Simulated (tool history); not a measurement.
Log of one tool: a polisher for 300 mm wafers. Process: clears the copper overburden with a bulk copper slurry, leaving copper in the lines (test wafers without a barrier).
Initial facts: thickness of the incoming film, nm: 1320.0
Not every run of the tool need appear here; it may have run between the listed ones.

run,day,flow of slurry (ml/min),pressure of the wafer on the pad (psi),speed of the pad under the wafer (m/s),abrasive content of the slurry,overpolish time after the end point (s),time until the end point was called (s),dishing of a wide line in a test structure (Å)
1,0.000,220,2.9,1.06,1.0,24,117.35,1176.20
2,0.233,220,2.6,1.02,1.0,26,139.00,1129.00
3,0.350,220,2.4,1.00,1.0,27,151.42,1116.00
4,0.621,220,2.2,0.98,1.0,28,163.65,1021.80
5,0.808,240,2.2,0.98,1.0,28,159.80,1017.90
6,0.992,230,2.0,0.96,1.0,30,174.94,1043.70
7,1.225,225,1.9,0.94,1.0,31,188.71,970.53
8,1.308,225,1.3,0.88,1.0,42,294.31,824.52
9,1.600,225,1.4,0.88,1.0,42,290.68,845.71
10,1.825,225,1.9,0.90,1.0,42,204.28,1053.90

What does the tool deliver on the next run?
11,2.067,220,1.8,0.90,1.0,42,?,?

{"run 11": {"time until the end point was called (s)": 209.72, "dishing of a wide line in a test structure (Å)": 1026.2}}

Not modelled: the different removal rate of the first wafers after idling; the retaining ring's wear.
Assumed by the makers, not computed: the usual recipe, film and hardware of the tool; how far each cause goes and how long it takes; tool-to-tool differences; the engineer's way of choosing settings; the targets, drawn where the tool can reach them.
